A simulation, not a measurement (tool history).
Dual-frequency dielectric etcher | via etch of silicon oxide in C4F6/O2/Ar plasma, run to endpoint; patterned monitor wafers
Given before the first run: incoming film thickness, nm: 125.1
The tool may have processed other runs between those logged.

run 1 day=0 | bias_power_(W)=578 source_power_(W)=400 Ar_flow_(sccm)=398 | endpoint_time_(s)=27.725
run 2 day=0.208 | bias_power_(W)=578 source_power_(W)=430 Ar_flow_(sccm)=398 | endpoint_time_(s)=26.818
run 3 day=0.475 | bias_power_(W)=637 source_power_(W)=430 Ar_flow_(sccm)=398 | endpoint_time_(s)=25.831
run 4 day=0.712 | bias_power_(W)=637 source_power_(W)=360 Ar_flow_(sccm)=398 | endpoint_time_(s)=27.522
run 5 day=0.738 | bias_power_(W)=617 source_power_(W)=360 Ar_flow_(sccm)=399 | endpoint_time_(s)=28.004
run 6 day=0.942 | bias_power_(W)=617 source_power_(W)=330 Ar_flow_(sccm)=399 | endpoint_time_(s)=28.751
run 7 day=1.038 | bias_power_(W)=605 source_power_(W)=330 Ar_flow_(sccm)=400 | endpoint_time_(s)=28.909
run 8 day=1.1 | bias_power_(W)=594 source_power_(W)=330 Ar_flow_(sccm)=401 | endpoint_time_(s)=29.422
run 9 day=1.158 | bias_power_(W)=594 source_power_(W)=330 Ar_flow_(sccm)=401 | endpoint_time_(s)=29.175
run 10 day=1.404 | bias_power_(W)=585 source_power_(W)=330 Ar_flow_(sccm)=401 | endpoint_time_(s)=29.622
run 11 day=1.658 | bias_power_(W)=580 source_power_(W)=330 Ar_flow_(sccm)=401 | endpoint_time_(s)=29.669
run 12 day=1.717 | bias_power_(W)=580 source_power_(W)=330 Ar_flow_(sccm)=401 | endpoint_time_(s)=29.49
run 13 day=1.817 | bias_power_(W)=573 source_power_(W)=330 Ar_flow_(sccm)=401 | endpoint_time_(s)=29.689

Forecast run 14:
run 14 day=1.95 | bias_power_(W)=567 source_power_(W)=330 Ar_flow_(sccm)=401 | endpoint_time_(s)=?

endpoint time (s): 30.052
